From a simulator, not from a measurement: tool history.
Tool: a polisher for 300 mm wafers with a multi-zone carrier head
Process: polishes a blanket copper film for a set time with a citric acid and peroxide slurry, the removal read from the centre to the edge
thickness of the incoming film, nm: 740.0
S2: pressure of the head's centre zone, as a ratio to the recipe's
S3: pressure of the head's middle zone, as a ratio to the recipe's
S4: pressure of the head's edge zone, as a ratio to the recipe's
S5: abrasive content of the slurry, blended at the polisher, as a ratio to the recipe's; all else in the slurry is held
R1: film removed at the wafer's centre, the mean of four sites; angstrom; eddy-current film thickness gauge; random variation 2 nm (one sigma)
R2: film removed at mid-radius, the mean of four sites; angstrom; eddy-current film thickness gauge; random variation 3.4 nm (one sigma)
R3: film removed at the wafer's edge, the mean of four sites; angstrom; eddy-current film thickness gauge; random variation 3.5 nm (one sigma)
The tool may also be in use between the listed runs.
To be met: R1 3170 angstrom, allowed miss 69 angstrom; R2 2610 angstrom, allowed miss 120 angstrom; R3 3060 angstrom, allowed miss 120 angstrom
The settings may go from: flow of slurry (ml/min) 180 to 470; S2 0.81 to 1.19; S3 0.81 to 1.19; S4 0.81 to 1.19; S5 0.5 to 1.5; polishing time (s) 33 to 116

Run 1, hour 0: flow of slurry (ml/min) 300, S2 1, S3 1, S4 1, S5 1, polishing time (s) 74. Result: R1 2206.9 angstrom, R2 2211.2 angstrom, R3 2214.1 angstrom.
Run 2, hour 7.2: flow of slurry (ml/min) 275, S2 1, S3 1, S4 1, S5 1, polishing time (s) 74. Result: R1 2186.2 angstrom, R2 2176 angstrom, R3 2188 angstrom.
Run 3, hour 9.7: flow of slurry (ml/min) 295, S2 1.03, S3 0.98, S4 1.05, S5 1.15, polishing time (s) 76. Result: R1 2381.4 angstrom, R2 2203.4 angstrom, R3 2352.7 angstrom.
Run 4, hour 16.7: flow of slurry (ml/min) 295, S2 1.07, S3 0.98, S4 1.05, S5 1.15, polishing time (s) 76. Result: R1 2451.1 angstrom, R2 2186.4 angstrom, R3 2348.9 angstrom.
Run 5, hour 23.8: flow of slurry (ml/min) 305, S2 1.08, S3 0.98, S4 1.08, S5 1.25, polishing time (s) 79. Result: R1 2604.9 angstrom, R2 2312.4 angstrom, R3 2518.1 angstrom.
Run 6, hour 28.5: flow of slurry (ml/min) 270, S2 1.08, S3 0.98, S4 1.08, S5 1.25, polishing time (s) 79. Result: R1 2609.6 angstrom, R2 2273.3 angstrom, R3 2549.5 angstrom.
Run 7, hour 31: flow of slurry (ml/min) 260, S2 1.1, S3 0.99, S4 1.1, S5 1.3, polishing time (s) 81. Result: R1 2709.7 angstrom, R2 2381.2 angstrom, R3 2639.3 angstrom.
Run 8, hour 34.3: flow of slurry (ml/min) 255, S2 1.12, S3 0.99, S4 1.12, S5 1.35, polishing time (s) 83. Result: R1 2849.4 angstrom, R2 2491.3 angstrom, R3 2666.6 angstrom.
Run 9, hour 34.8: flow of slurry (ml/min) 340, S2 1.09, S3 0.89, S4 1.18, S5 1.5, polishing time (s) 89. Result: R1 3046.6 angstrom, R2 2503 angstrom, R3 3122.7 angstrom.

4 next moves are on the table. One of them brings every result within its allowed miss. Which?
Run A, hour 35.3: flow of slurry (ml/min) 410, S2 0.98, S3 0.87, S4 1.17, S5 1.45, polishing time (s) 91. Result: R1 ?, R2 ?, R3 ?.
Run B, hour 35.3: flow of slurry (ml/min) 385, S2 1.06, S3 0.99, S4 1.14, S5 1.5, polishing time (s) 83. Result: R1 ?, R2 ?, R3 ?.
Run C, hour 35.3: flow of slurry (ml/min) 335, S2 1.14, S3 0.93, S4 1.17, S5 1.5, polishing time (s) 88. Result: R1 ?, R2 ?, R3 ?.
Run D, hour 35.3: flow of slurry (ml/min) 330, S2 1.08, S3 0.96, S4 1.15, S5 1.45, polishing time (s) 85. Result: R1 ?, R2 ?, R3 ?.

move      R1      R2      R3
   A  2927.6  2558.6  3207.2
   B  2856.2  2606.1  2892.4
   C  3186.7  2600.5  3091.9
   D  2922.6  2561.5  2937.9
A: further off than the last run
B: further off than the last run
C: meets every target
D: further off than the last run
Answer: C
